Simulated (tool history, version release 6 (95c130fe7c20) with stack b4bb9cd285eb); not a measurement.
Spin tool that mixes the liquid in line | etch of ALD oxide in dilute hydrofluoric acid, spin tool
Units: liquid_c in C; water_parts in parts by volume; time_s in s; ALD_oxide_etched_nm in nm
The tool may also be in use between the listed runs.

run	day	liquid_c	water_parts	time_s	ALD_oxide_etched_nm
1	0	21	245	60	1.9908
2	0.221	23.5	245	60	2.2578
3	0.262	25	245	60	2.3177
4	0.292	23	245	60	2.1908
5	0.442	24.5	240	60	2.3807
6	0.562	26	240	60	2.5022

Run 7 comes next. What will it give?
7	0.712	27	235	60	?

{"run 7": {"ALD_oxide_etched_nm": 2.6614}}

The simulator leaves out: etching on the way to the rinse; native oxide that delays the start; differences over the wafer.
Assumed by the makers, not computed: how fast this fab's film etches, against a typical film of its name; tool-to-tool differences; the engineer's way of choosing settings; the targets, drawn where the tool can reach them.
